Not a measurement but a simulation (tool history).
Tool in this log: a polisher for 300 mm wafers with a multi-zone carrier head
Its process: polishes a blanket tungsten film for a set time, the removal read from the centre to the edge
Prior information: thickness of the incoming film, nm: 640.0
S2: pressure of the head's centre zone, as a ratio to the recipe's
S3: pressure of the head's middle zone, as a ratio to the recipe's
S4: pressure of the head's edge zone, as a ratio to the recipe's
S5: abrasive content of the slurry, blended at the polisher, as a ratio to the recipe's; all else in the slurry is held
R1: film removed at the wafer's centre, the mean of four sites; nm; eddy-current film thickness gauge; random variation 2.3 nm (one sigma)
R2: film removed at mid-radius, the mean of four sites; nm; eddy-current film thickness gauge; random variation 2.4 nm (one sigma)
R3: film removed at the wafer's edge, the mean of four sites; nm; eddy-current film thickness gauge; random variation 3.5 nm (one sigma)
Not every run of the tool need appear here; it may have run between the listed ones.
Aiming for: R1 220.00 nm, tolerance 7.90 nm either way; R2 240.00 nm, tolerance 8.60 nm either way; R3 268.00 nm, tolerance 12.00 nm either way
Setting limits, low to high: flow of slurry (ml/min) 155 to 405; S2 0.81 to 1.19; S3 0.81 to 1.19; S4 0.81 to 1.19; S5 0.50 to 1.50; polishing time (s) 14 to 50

Run 1, hour 0.0: flow of slurry (ml/min) 260, S2 1.00, S3 1.00, S4 1.00, S5 1.00, polishing time (s) 32. Result: R1 186.87 nm, R2 187.81 nm, R3 189.45 nm.
Run 2, hour 3.1: flow of slurry (ml/min) 260, S2 0.98, S3 1.00, S4 1.04, S5 1.10, polishing time (s) 33. Result: R1 191.33 nm, R2 200.00 nm, R3 198.25 nm.
Run 3, hour 9.3: flow of slurry (ml/min) 260, S2 0.89, S3 1.00, S4 1.04, S5 1.10, polishing time (s) 33. Result: R1 174.65 nm, R2 198.57 nm, R3 206.54 nm.
Run 4, hour 16.8: flow of slurry (ml/min) 265, S2 0.89, S3 0.98, S4 1.06, S5 1.20, polishing time (s) 34. Result: R1 183.55 nm, R2 204.20 nm, R3 207.97 nm.
Run 5, hour 24.7: flow of slurry (ml/min) 255, S2 0.89, S3 0.97, S4 1.08, S5 1.15, polishing time (s) 36. Result: R1 194.51 nm, R2 212.92 nm, R3 226.73 nm.
Run 6, hour 27.5: flow of slurry (ml/min) 255, S2 0.89, S3 0.97, S4 1.08, S5 1.35, polishing time (s) 36. Result: R1 196.77 nm, R2 215.38 nm, R3 235.67 nm.
Run 7, hour 29.4: flow of slurry (ml/min) 250, S2 0.90, S3 0.98, S4 1.09, S5 1.40, polishing time (s) 37. Result: R1 203.47 nm, R2 227.78 nm, R3 244.23 nm.
Run 8, hour 31.8: flow of slurry (ml/min) 250, S2 0.90, S3 0.98, S4 1.11, S5 1.45, polishing time (s) 37. Result: R1 205.05 nm, R2 228.79 nm, R3 245.80 nm.
Run 9, hour 39.7: flow of slurry (ml/min) 250, S2 0.90, S3 0.97, S4 1.12, S5 1.45, polishing time (s) 38. Result: R1 211.33 nm, R2 229.19 nm, R3 248.21 nm.

Which single option among these 4 for the next run brings every result within its allowed miss of target? Just one does.
Run A, hour 47.6: flow of slurry (ml/min) 220, S2 0.82, S3 0.89, S4 1.10, S5 1.50, polishing time (s) 39. Result: R1 ?, R2 ?, R3 ?.
Run B, hour 47.6: flow of slurry (ml/min) 235, S2 0.88, S3 0.95, S4 1.14, S5 1.50, polishing time (s) 40. Result: R1 ?, R2 ?, R3 ?.
Run C, hour 47.6: flow of slurry (ml/min) 225, S2 1.08, S3 1.09, S4 1.12, S5 1.30, polishing time (s) 33. Result: R1 ?, R2 ?, R3 ?.
Run D, hour 47.6: flow of slurry (ml/min) 235, S2 1.01, S3 0.97, S4 1.11, S5 1.35, polishing time (s) 36. Result: R1 ?, R2 ?, R3 ?.

move      R1      R2      R3
   A  196.42  216.14  254.70
   B  217.85  235.36  267.00
   C  214.55  211.49  211.67
   D  221.02  211.31  232.46
A: the biggest miss grows against the last run
B: each result inside its tolerance
C: the biggest miss grows against the last run
D: the biggest miss grows against the last run
B meets every target.
